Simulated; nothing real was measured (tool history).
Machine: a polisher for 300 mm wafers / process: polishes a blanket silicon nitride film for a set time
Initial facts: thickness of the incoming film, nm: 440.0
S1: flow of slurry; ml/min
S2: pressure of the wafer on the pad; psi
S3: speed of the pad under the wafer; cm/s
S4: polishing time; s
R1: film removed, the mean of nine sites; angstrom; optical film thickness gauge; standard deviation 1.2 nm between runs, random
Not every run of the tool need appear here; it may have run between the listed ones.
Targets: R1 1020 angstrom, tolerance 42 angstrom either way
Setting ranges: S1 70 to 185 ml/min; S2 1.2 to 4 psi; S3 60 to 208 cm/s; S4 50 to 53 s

run    day   S1   S2   S3  S4      R1
  1      0  120  2.6  134  50  697.27
  2  0.029  120  2.7  134  50  722.37
  3  0.179  120  2.8  134  50  756.85
  4  0.496  120  2.9  134  50  751.12
  5  0.808  140  2.9  134  50  803.72
  6  0.958  140    3  134  50  816.41
  7  1.062  140  3.1  134  50  869.04
  8  1.162  150  3.3  134  50  932.06
  9  1.242  155  3.4  134  50   934.7

4 next moves are on the table. One of them brings every result within its allowed miss. Which?
  A  1.321  175  3.8  130  53   ?
  B  1.321  145  3.8  128  51   ?
  C  1.321  185  3.7  108  50   ?
  D  1.321  145  3.4  154  53   ?

move      R1
   A    1117
   B  1030.4
   C  892.15
   D  1113.5
A: moves the result that the last run missed by most past its target, out the other side
B: hits every target within its allowed miss
C: the biggest miss grows against the last run
D: moves the result that the last run missed by most past its target, out the other side
Correct choice: B, which meets every target
